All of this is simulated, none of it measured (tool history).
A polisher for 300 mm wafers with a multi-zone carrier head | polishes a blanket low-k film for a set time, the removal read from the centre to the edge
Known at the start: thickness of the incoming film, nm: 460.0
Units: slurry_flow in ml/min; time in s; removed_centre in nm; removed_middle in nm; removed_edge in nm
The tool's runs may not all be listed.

run,hour,slurry_flow,centre_zone,middle_zone,edge_zone,slurry_solids,time,removed_centre,removed_middle,removed_edge
1,0,190,1,1,1,1,39,15.724,14.972,15.741
2,3.3,185,0.96,1,0.98,0.85,38,13.663,13.833,13.77
3,11.8,180,0.92,0.98,0.99,0.75,38,12.375,12.695,13.468
4,15.4,180,0.92,0.98,0.99,0.85,38,13.227,13.145,14.137
5,22,225,0.92,0.98,0.99,0.85,38,13.504,13.953,13.892
6,29.1,265,0.92,0.98,0.99,0.85,38,13.894,14.035,14.164
7,30.4,260,0.89,0.98,0.99,0.75,37,12.278,12.985,13.344
8,32.6,260,0.87,0.97,0.96,0.7,37,11.953,12.356,12.657
9,36.3,260,0.87,0.97,0.96,0.7,37,11.55,12.285,12.706
10,45,260,0.86,0.97,0.93,0.65,37,11.258,11.81,11.875
11,46.7,255,0.85,0.98,0.93,0.6,37,10.817,11.423,11.166
12,51.1,250,0.84,0.98,0.95,0.6,37,10.769,11.493,11.32
13,53.9,250,0.83,0.98,0.98,0.6,37,10.592,11.46,11.801
14,58.1,245,0.82,0.99,0.98,0.6,37,10.476,11.47,11.244
15,61,245,0.82,0.99,0.98,0.6,37,10.366,11.542,11.722
16,64.2,240,0.82,0.99,0.98,0.6,37,10.265,11.453,11.627

Run 17 comes next. What will it give?
17,66.4,235,0.82,0.99,0.98,0.6,37,?,?,?

{"run 17": {"removed_centre": 10.27, "removed_middle": 11.515, "removed_edge": 11.349}}
